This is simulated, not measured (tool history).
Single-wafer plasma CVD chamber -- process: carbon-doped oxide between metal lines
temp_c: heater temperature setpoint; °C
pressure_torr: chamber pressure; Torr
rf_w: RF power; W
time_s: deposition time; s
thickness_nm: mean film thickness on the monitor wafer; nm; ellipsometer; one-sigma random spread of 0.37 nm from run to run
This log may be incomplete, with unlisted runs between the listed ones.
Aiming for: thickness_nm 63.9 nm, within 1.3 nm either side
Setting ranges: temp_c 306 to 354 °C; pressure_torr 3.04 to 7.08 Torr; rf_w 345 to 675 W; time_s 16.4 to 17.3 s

| run | day | temp_c | pressure_torr | rf_w | time_s | thickness_nm |
|---|---|---|---|---|---|---|
| 1 | 0 | 330 | 5.06 | 510 | 17.3 | 91.504 |
| 2 | 0.067 | 330 | 5.75 | 510 | 17.3 | 91.939 |
| 3 | 0.112 | 336 | 5.07 | 470 | 17.1 | 81.399 |
| 4 | 0.371 | 340 | 4.96 | 450 | 17.1 | 76.276 |
| 5 | 0.692 | 335 | 4.96 | 450 | 17.1 | 77.844 |
| 6 | 0.721 | 338 | 4.75 | 435 | 17.1 | 73.445 |
| 7 | 0.783 | 341 | 4.44 | 430 | 17.1 | 71.501 |
| 8 | 1.142 | 349 | 3.54 | 370 | 17 | 55.509 |
| 9 | 1.212 | 344 | 3.62 | 370 | 17 | 56.018 |
| 10 | 1.333 | 343 | 3.91 | 370 | 17 | 56.979 |
| 11 | 1.65 | 343 | 4.25 | 370 | 17 | 56.808 |
| 12 | 1.908 | 331 | 4.53 | 420 | 17.1 | 71.634 |
| 13 | 2.104 | 343 | 4.33 | 420 | 17.1 | 68.201 |
| 14 | 2.133 | 343 | 4.12 | 415 | 17.1 | 67.101 |
| 15 | 2.233 | 344 | 4.07 | 410 | 17.1 | 65.745 |
| 16 | 2.562 | 344 | 4.01 | 410 | 17.1 | 65.77 |
| 17 | 2.821 | 345 | 3.98 | 410 | 17.1 | 65.313 |
| 18 | 3.129 | 345 | 3.93 | 410 | 17.1 | 65.546 |

5 candidate next runs follow, results not yet known. Just one meets every target within its allowed miss. Identify it.
| A | 3.438 | 344 | 3.77 | 400 | 16.6 | ? |
| B | 3.438 | 345 | 3.19 | 410 | 17.1 | ? |
| C | 3.438 | 348 | 3.63 | 425 | 16.9 | ? |
| D | 3.438 | 348 | 3.99 | 390 | 17.2 | ? |
| E | 3.438 | 344 | 4.2 | 395 | 16.6 | ? |

| move | thickness_nm |
|---|---|
| A | 61.364 |
| B | 64.228 |
| C | 66.571 |
| D | 60.938 |
| E | 60.911 |
A: pushes the last run's worst result past its target
B: all results land within tolerance of their targets
C: the biggest miss grows against the last run
D: pushes the last run's worst result past its target
E: pushes the last run's worst result past its target
The right move is B.
